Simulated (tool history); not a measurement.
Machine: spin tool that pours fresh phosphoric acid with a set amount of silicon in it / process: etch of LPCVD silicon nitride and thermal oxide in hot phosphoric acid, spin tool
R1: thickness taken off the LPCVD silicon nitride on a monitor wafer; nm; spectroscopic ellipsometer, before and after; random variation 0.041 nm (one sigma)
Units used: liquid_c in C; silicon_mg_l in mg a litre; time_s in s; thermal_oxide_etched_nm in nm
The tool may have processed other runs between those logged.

{"run": 1, "hour": 0.0, "liquid_c": 163, "silicon_mg_l": 20, "time_s": 145, "R1": 15.079, "thermal_oxide_etched_nm": 0.28541}
{"run": 2, "hour": 7.7, "liquid_c": 162, "silicon_mg_l": 20.5, "time_s": 125, "R1": 12.592, "thermal_oxide_etched_nm": 0.27178}
{"run": 3, "hour": 10.2, "liquid_c": 163, "silicon_mg_l": 20.5, "time_s": 125, "R1": 12.919, "thermal_oxide_etched_nm": 0.27892}
{"run": 4, "hour": 14.0, "liquid_c": 163, "silicon_mg_l": 20.5, "time_s": 90, "R1": 9.3872, "thermal_oxide_etched_nm": 0.21508}
{"run": 5, "hour": 20.1, "liquid_c": 163, "silicon_mg_l": 16, "time_s": 90, "R1": 9.3699, "thermal_oxide_etched_nm": 0.21421}
{"run": 6, "hour": 20.9, "liquid_c": 163, "silicon_mg_l": 26.5, "time_s": 90, "R1": 9.2553, "thermal_oxide_etched_nm": 0.1574}
{"run": 7, "hour": 25.3, "liquid_c": 160.5, "silicon_mg_l": 27.5, "time_s": 20, "R1": 1.9199, "thermal_oxide_etched_nm": 0.030198}
{"run": 8, "hour": 30.7, "liquid_c": 161.5, "silicon_mg_l": 28.5, "time_s": 20, "R1": 1.9787, "thermal_oxide_etched_nm": 0.030164}
{"run": 9, "hour": 33.2, "liquid_c": 162.5, "silicon_mg_l": 29, "time_s": 20, "R1": 2.0485, "thermal_oxide_etched_nm": 0.031877}
{"run": 10, "hour": 34.9, "liquid_c": 163, "silicon_mg_l": 27, "time_s": 25, "R1": 2.6225, "thermal_oxide_etched_nm": 0.050051}
{"run": 11, "hour": 37.5, "liquid_c": 163.5, "silicon_mg_l": 28, "time_s": 30, "R1": 3.1536, "thermal_oxide_etched_nm": 0.054309}
{"run": 12, "hour": 45.5, "liquid_c": 164, "silicon_mg_l": 29, "time_s": 30, "R1": 3.2446, "thermal_oxide_etched_nm": 0.051398}

Run 13, settings as shown, results not yet in. Your forecast:
{"run": 13, "hour": 47.5, "liquid_c": 164.5, "silicon_mg_l": 29.5, "time_s": 30, "R1": "?", "thermal_oxide_etched_nm": "?"}

{"run 13": {"R1": 3.2672, "thermal_oxide_etched_nm": 0.050966}}
